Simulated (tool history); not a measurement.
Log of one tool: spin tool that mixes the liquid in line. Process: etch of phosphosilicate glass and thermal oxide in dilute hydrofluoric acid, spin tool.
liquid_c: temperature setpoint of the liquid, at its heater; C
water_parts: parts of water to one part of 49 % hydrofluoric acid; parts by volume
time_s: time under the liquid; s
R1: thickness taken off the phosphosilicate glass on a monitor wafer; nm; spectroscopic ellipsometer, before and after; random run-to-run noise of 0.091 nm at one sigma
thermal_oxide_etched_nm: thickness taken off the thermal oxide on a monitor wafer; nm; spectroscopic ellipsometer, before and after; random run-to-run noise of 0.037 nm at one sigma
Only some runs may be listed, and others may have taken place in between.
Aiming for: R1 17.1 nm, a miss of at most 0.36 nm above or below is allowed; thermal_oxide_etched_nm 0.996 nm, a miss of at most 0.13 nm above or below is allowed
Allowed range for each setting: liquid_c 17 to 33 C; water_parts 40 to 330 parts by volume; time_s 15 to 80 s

Run 1, hour 0: liquid_c 25 C, water_parts 185 parts by volume, time_s 40 s. Result: R1 15.219 nm, thermal_oxide_etched_nm 0.87876 nm.
Run 2, hour 1: liquid_c 25.5 C, water_parts 185 parts by volume, time_s 40 s. Result: R1 15.408 nm, thermal_oxide_etched_nm 0.9847 nm.
Run 3, hour 7: liquid_c 25.5 C, water_parts 155 parts by volume, time_s 40 s. Result: R1 19.211 nm, thermal_oxide_etched_nm 1.1869 nm.
Run 4, hour 11.3: liquid_c 25.5 C, water_parts 155 parts by volume, time_s 20 s. Result: R1 9.5066 nm, thermal_oxide_etched_nm 0.52688 nm.
Run 5, hour 19.2: liquid_c 29 C, water_parts 155 parts by volume, time_s 20 s. Result: R1 10.822 nm, thermal_oxide_etched_nm 0.62862 nm.
Run 6, hour 20.8: liquid_c 31 C, water_parts 155 parts by volume, time_s 20 s. Result: R1 11.701 nm, thermal_oxide_etched_nm 0.69823 nm.
Run 7, hour 27.3: liquid_c 31 C, water_parts 150 parts by volume, time_s 20 s. Result: R1 12.092 nm, thermal_oxide_etched_nm 0.68418 nm.
Run 8, hour 32.2: liquid_c 31 C, water_parts 145 parts by volume, time_s 20 s. Result: R1 12.571 nm, thermal_oxide_etched_nm 0.73345 nm.
Run 9, hour 33.6: liquid_c 31 C, water_parts 140 parts by volume, time_s 20 s. Result: R1 13.086 nm, thermal_oxide_etched_nm 0.7493 nm.
Run 10, hour 37.3: liquid_c 31.5 C, water_parts 135 parts by volume, time_s 20 s. Result: R1 13.998 nm, thermal_oxide_etched_nm 0.8301 nm.
Run 11, hour 39.7: liquid_c 31.5 C, water_parts 130 parts by volume, time_s 20 s. Result: R1 14.569 nm, thermal_oxide_etched_nm 0.83503 nm.
Run 12, hour 48.6: liquid_c 32.5 C, water_parts 120 parts by volume, time_s 20 s. Result: R1 16.701 nm, thermal_oxide_etched_nm 1.0064 nm.
Run 13, hour 51.1: liquid_c 32.5 C, water_parts 120 parts by volume, time_s 20 s. Result: R1 16.648 nm, thermal_oxide_etched_nm 0.9449 nm.

4 candidate next runs follow, results not yet known. Just one meets every target within its allowed miss. Identify it.
Run A, hour 53.6: liquid_c 33 C, water_parts 260 parts by volume, time_s 50 s. Result: R1 ?, thermal_oxide_etched_nm ?.
Run B, hour 53.6: liquid_c 33 C, water_parts 145 parts by volume, time_s 25 s. Result: R1 ?, thermal_oxide_etched_nm ?.
Run C, hour 53.6: liquid_c 30.5 C, water_parts 210 parts by volume, time_s 40 s. Result: R1 ?, thermal_oxide_etched_nm ?.
Run D, hour 53.6: liquid_c 31 C, water_parts 165 parts by volume, time_s 30 s. Result: R1 ?, thermal_oxide_etched_nm ?.

move      R1  thermal_oxide_etched_nm
   A  16.218                  0.89517
   B  16.897                  0.93265
   C  15.723                  0.86783
   D  16.167                  0.89231
A: misses by more than the last run did
B: each result inside its tolerance
C: misses by more than the last run did
D: misses by more than the last run did
Correct choice: B, which meets every target

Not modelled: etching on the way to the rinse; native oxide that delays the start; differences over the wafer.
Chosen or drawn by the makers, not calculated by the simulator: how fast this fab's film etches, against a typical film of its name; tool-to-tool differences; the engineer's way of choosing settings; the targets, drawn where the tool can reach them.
